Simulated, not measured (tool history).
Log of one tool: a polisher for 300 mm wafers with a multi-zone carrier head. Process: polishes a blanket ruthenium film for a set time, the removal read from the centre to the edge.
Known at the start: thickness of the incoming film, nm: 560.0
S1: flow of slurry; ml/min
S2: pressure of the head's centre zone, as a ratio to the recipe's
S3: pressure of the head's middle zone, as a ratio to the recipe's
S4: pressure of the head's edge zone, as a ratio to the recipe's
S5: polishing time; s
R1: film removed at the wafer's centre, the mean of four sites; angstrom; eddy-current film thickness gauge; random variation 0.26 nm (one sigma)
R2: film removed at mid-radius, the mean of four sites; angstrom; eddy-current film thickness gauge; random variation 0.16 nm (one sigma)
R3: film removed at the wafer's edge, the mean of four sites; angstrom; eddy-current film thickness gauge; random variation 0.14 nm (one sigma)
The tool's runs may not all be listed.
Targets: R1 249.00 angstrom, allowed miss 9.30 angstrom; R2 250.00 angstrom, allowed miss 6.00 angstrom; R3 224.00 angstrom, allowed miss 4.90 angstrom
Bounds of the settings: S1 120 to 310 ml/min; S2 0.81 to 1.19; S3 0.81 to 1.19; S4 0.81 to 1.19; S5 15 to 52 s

run 1 hour=0.0 | S1=200 S2=1.00 S3=1.00 S4=1.00 S5=33 | R1=283.58 R2=277.49 R3=282.37
run 2 hour=5.5 | S1=190 S2=1.00 S3=1.01 S4=0.95 S5=32 | R1=274.40 R2=269.58 R3=266.16
run 3 hour=12.3 | S1=190 S2=1.08 S3=1.01 S4=0.95 S5=32 | R1=290.43 R2=269.17 R3=267.74
run 4 hour=15.8 | S1=190 S2=1.08 S3=1.01 S4=0.92 S5=32 | R1=290.45 R2=268.17 R3=262.60
run 5 hour=20.1 | S1=190 S2=1.08 S3=1.01 S4=0.98 S5=32 | R1=292.36 R2=268.91 R3=270.04
run 6 hour=27.7 | S1=155 S2=1.08 S3=1.01 S4=0.98 S5=32 | R1=281.46 R2=257.89 R3=263.64
-- hour=35.9 edge zone pressure recalibrated
run 7 hour=35.9 | S1=150 S2=1.07 S3=1.03 S4=0.94 S5=31 | R1=263.88 R2=252.79 R3=240.53
run 8 hour=39.5 | S1=145 S2=1.07 S3=1.04 S4=0.93 S5=31 | R1=261.66 R2=254.75 R3=240.89
run 9 hour=44.3 | S1=140 S2=1.07 S3=1.04 S4=0.91 S5=31 | R1=258.35 R2=253.47 R3=236.82
run 10 hour=47.9 | S1=135 S2=1.07 S3=1.04 S4=0.90 S5=31 | R1=261.53 R2=248.56 R3=233.72
run 11 hour=51.1 | S1=130 S2=1.06 S3=1.05 S4=0.89 S5=31 | R1=252.30 R2=248.80 R3=230.69
run 12 hour=57.4 | S1=130 S2=1.06 S3=1.06 S4=0.88 S5=31 | R1=254.64 R2=247.94 R3=232.62
run 13 hour=59.0 | S1=130 S2=1.06 S3=1.08 S4=0.86 S5=31 | R1=256.24 R2=253.59 R3=229.03

4 next moves are on the table. One of them brings every result within its allowed miss. Which?
run A hour=60.6 | S1=130 S2=1.11 S3=1.04 S4=0.81 S5=29 | R1=? R2=? R3=?
run B hour=60.6 | S1=120 S2=1.07 S3=1.08 S4=0.91 S5=32 | R1=? R2=? R3=?
run C hour=60.6 | S1=135 S2=0.97 S3=1.19 S4=0.88 S5=29 | R1=? R2=? R3=?
run D hour=60.6 | S1=120 S2=1.11 S3=1.13 S4=0.92 S5=30 | R1=? R2=? R3=?

move=A R1=248.19 R2=231.09 R3=211.02
move=B R1=258.81 R2=257.53 R3=238.12
move=C R1=224.22 R2=262.09 R3=217.86
move=D R1=250.41 R2=250.93 R3=223.93
A: takes the result that was furthest off past its target
B: further off than the last run
C: takes the result that was furthest off past its target
D: meets every target
Answer: D
